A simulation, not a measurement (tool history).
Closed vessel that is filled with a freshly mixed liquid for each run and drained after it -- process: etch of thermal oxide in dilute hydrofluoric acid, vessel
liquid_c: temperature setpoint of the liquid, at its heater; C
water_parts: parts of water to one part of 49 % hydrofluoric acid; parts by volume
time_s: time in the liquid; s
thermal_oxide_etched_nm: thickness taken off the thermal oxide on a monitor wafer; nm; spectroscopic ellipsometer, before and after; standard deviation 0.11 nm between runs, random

| run | hour | liquid_c | water_parts | time_s | thermal_oxide_etched_nm |
|---|---|---|---|---|---|
| 1 | 0.0 | 25.0 | 125 | 435 | 17.587 |
| 2 | 3.6 | 25.5 | 125 | 435 | 17.827 |
| 3 | 11.3 | 25.5 | 125 | 290 | 11.907 |
| 4 | 19.2 | 23.0 | 125 | 290 | 10.725 |
| 5 | 20.8 | 24.0 | 125 | 290 | 11.196 |
| 6 | 29.6 | 24.0 | 125 | 290 | 11.161 |
| 7 | 30.6 | 25.0 | 125 | 290 | 11.741 |
|  | 32.6 | hydrofluoric acid flow meter replaced |
| 8 | 32.6 | 26.5 | 120 | 290 | 11.431 |
| 9 | 36.4 | 25.5 | 105 | 310 | 13.746 |

Run 10 has not been measured yet. What should we expect?
| 10 | 40.6 | 29.5 | 75 | 310 | ? |

thermal_oxide_etched_nm: 23.358 nm

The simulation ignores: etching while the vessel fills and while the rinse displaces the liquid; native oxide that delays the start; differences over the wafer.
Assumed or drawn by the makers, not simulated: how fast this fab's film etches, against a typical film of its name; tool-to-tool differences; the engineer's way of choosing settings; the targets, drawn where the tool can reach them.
